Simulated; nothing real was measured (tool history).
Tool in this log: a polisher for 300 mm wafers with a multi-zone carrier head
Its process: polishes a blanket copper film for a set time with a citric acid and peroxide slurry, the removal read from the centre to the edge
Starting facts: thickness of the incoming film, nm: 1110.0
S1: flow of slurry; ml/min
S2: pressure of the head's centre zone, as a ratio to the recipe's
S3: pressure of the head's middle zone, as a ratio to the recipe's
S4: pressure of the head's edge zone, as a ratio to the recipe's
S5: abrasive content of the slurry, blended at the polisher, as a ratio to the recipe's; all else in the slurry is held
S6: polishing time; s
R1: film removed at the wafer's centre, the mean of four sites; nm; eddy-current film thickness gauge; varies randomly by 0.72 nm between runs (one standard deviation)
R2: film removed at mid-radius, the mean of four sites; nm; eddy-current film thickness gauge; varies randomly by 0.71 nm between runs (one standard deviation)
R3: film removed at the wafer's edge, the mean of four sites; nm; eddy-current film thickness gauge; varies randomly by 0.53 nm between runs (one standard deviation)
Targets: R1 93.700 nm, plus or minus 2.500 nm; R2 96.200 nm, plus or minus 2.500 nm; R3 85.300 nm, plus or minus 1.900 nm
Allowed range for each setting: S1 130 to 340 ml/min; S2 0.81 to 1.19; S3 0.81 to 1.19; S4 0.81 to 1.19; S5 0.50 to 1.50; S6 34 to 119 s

run    day   S1    S2    S3    S4    S5  S6      R1      R2      R3
  1  0.000  220  1.00  1.00  1.00  1.00  76  96.779  93.782  94.544
  2  0.196  220  1.00  1.00  1.08  1.00  76  97.644  93.598  99.065
  3  0.321  205  1.01  1.02  1.02  1.00  76  98.743  93.924  96.131
  4  0.621  215  1.00  1.03  0.96  0.95  76  94.717  94.199  92.135
  5  0.992  215  1.00  1.04  0.92  0.95  76  94.552  95.723  90.269
  6  1.192  215  1.00  1.04  0.92  0.80  76  89.988  91.268  85.129
  7  1.542  225  1.01  1.05  0.91  0.80  76  92.647  91.207  85.626
  8  1.717  230  1.01  1.07  0.90  0.80  76  92.018  93.927  85.335

Next run, 4 choices. One meets every target within its allowed miss, the rest don't. Which?
  A  1.892  235  1.05  1.11  0.81  0.80  75   ?   ?   ?
  B  1.892  210  1.00  1.02  0.85  0.80  79   ?   ?   ?
  C  1.892  215  1.06  1.15  0.96  0.65  80   ?   ?   ?
  D  1.892  235  0.97  1.07  0.90  0.80  76   ?   ?   ?

move      R1      R2      R3
   A  94.201  96.183  80.191
   B  92.723  92.772  85.342
   C  93.549  97.614  85.527
   D  88.107  94.481  85.229
A: brings the result that was furthest off to its target, and leaves another outside
B: moves away from the targets compared with the last run
C: every result lands within tolerance
D: brings the result that was furthest off to its target, and leaves another outside
Go with C: it meets all targets.
